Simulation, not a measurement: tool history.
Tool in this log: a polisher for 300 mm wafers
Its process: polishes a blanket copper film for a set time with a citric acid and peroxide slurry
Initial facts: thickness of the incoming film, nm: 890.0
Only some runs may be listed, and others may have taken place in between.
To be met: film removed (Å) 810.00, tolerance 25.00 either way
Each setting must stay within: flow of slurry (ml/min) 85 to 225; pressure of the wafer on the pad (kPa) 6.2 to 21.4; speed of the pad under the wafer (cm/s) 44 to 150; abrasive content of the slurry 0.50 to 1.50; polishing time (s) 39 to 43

run	hour	flow of slurry (ml/min)	pressure of the wafer on the pad (kPa)	speed of the pad under the wafer (cm/s)	abrasive content of the slurry	polishing time (s)	film removed (Å)
1	0.0	145	13.8	96	1.00	43	658.09
2	5.6	150	14.5	96	1.00	43	684.61
3	7.5	150	14.5	96	1.15	43	701.86
4	10.9	150	14.5	96	1.00	43	684.28
5	19.7	150	15.2	96	1.00	43	718.21
6	20.7	150	15.2	80	1.00	43	624.19
7	29.5	180	18.6	82	1.00	43	734.06
8	38.4	180	19.3	82	1.00	43	757.61
9	45.2	180	20.0	82	1.00	43	785.21

Consider the 4 candidate settings below. Which is the only one whose results all fall within their allowed miss of target?
A	52.0	185	21.4	70	1.05	42	?
B	52.0	170	20.7	76	1.05	43	?
C	52.0	205	17.9	92	1.05	41	?
D	52.0	170	20.0	90	1.00	43	?

move	film removed (Å)
A	741.41
B	770.30
C	770.64
D	828.21
A: lands further from the targets than the last run did
B: lands further from the targets than the last run did
C: lands further from the targets than the last run did
D: all results in spec
D is the move that brings every result within its allowed miss.

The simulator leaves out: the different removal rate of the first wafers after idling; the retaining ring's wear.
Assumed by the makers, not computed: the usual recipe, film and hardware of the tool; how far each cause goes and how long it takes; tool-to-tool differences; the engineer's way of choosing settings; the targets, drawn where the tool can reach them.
